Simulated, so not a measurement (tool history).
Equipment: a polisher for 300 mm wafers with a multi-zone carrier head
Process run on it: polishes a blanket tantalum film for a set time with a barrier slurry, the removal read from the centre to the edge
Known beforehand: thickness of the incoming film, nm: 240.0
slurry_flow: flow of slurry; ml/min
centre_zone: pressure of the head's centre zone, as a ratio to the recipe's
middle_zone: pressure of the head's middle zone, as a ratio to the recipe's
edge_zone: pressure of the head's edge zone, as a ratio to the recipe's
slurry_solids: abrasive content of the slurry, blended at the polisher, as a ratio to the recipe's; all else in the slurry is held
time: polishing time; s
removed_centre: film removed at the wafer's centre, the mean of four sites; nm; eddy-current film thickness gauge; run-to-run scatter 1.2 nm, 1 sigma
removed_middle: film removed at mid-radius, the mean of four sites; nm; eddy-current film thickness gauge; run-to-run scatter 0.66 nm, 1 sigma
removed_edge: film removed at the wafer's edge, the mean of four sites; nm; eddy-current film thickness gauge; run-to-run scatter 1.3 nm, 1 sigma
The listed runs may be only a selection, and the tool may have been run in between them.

run	hour	slurry_flow	centre_zone	middle_zone	edge_zone	slurry_solids	time	removed_centre	removed_middle	removed_edge
1	0.0	315	1.00	1.00	1.00	1.0	58	90.640	94.877	93.099
2	5.4	310	1.01	0.96	1.02	1.0	58	94.749	91.470	92.570
3	13.0	305	0.99	0.93	1.05	1.0	58	88.480	89.434	96.943
4	19.0	305	0.92	0.93	1.05	1.0	58	84.468	89.546	94.235
5	20.7	305	0.95	0.91	1.05	1.0	58	88.659	88.364	97.987
6	28.3	305	0.96	0.90	1.04	1.0	58	85.918	86.525	94.795
7	33.5	305	0.99	0.89	1.04	1.0	58	90.613	86.207	95.582

The next listed run, before its measurement:
# hour 40.0: worn pad replaced by a new one
8	40.0	305	1.00	0.88	1.04	1.0	58	?	?	?

removed_centre: 100.180 nm
removed_middle: 94.345 nm
removed_edge: 103.480 nm
